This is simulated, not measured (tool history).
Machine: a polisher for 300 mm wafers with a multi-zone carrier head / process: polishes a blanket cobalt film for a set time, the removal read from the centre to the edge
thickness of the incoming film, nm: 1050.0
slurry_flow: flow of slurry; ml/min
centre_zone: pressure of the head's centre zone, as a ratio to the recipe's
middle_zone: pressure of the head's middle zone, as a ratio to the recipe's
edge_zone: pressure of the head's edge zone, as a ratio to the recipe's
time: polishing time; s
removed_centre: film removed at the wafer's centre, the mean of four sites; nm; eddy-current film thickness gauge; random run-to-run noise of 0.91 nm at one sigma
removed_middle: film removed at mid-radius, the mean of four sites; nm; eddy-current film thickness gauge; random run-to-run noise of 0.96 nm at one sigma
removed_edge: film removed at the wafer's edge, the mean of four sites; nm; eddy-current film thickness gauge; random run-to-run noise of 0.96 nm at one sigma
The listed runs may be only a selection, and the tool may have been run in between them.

run	hour	slurry_flow	centre_zone	middle_zone	edge_zone	time	removed_centre	removed_middle	removed_edge
1	0.0	225	1.00	1.00	1.00	36	138.580	134.630	136.680
2	7.9	215	0.96	0.98	1.00	32	111.330	114.820	120.170
3	9.9	215	0.96	0.92	1.00	32	112.260	107.360	123.070
4	12.2	235	0.96	0.92	1.00	32	118.400	109.600	121.050
5	18.0	180	0.96	0.92	1.00	32	111.030	105.650	116.000
6	21.6	135	0.96	0.92	1.00	32	103.680	99.787	113.130
7	22.9	135	0.86	0.93	0.96	22	64.548	66.968	75.485

Estimate the outcome of run 8 from the log above:
8	31.9	140	0.86	0.94	0.97	22	?	?	?

Run 8 yielded removed_centre 64.021 nm, removed_middle 69.661 nm, removed_edge 75.543 nm.

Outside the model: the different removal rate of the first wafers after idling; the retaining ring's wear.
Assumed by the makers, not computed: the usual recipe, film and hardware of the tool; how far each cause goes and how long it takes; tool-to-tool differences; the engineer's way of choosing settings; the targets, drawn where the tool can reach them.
